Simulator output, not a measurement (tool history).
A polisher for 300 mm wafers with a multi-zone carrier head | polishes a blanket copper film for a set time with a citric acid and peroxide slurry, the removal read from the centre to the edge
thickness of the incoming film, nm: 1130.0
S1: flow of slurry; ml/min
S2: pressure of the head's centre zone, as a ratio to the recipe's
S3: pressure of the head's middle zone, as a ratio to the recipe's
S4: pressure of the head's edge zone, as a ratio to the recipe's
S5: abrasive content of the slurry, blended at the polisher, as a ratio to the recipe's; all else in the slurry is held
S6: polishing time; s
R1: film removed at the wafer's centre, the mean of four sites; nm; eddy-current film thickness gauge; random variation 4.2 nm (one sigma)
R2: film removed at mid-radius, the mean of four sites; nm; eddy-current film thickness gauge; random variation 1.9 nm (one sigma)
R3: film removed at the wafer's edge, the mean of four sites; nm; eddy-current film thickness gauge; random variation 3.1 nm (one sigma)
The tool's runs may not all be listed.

run,hour,S1,S2,S3,S4,S5,S6,R1,R2,R3
1,0,285,1,1,1,1,56,198.89,196.42,195.67
2,3.7,285,1,0.99,1.04,1.15,59,221.6,211.2,219.88
3,7.9,285,0.96,0.99,1.04,1.15,59,218.08,213.03,218.45
4,10.7,285,0.96,0.99,1.04,1.35,59,219.18,219.95,226.56
5,15.7,290,0.97,0.99,1.08,1.4,61,233.96,230.77,244.02
6,20.7,290,0.97,0.99,1.14,1.4,61,226.39,231.64,246.91
7,23.6,295,0.99,0.99,1.15,1.45,63,249.75,238.78,253.07
8,31,295,0.98,0.98,1.16,1.45,65,247.59,246.49,273.81

Run 9 comes next. What will it give?
9,36.9,305,0.99,0.98,1.17,1.45,66,?,?,?

{"run 9": {"R1": 260.46, "R2": 252.54, "R3": 279.16}}
